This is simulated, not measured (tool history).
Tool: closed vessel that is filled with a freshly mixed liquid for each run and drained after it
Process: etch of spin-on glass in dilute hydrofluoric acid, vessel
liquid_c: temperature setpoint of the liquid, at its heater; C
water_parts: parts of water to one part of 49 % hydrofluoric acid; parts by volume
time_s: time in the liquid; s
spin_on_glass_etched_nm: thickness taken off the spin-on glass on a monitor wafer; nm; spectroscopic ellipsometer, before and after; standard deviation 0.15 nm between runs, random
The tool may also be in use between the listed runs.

run    day  liquid_c  water_parts  time_s  spin_on_glass_etched_nm
  1      0        25          110     100                   27.641
  2  0.062        25          110     105                   28.465
  3  0.421      23.5          110     105                   26.967
  4  0.754      23.5          110     105                   26.792
  5  1.071      22.5          110     105                   25.926
  6  1.408        25          110     105                   28.694

For run 7, what comes out?
  7  1.733      23.5          110     105                        ?

spin_on_glass_etched_nm: 26.769 nm
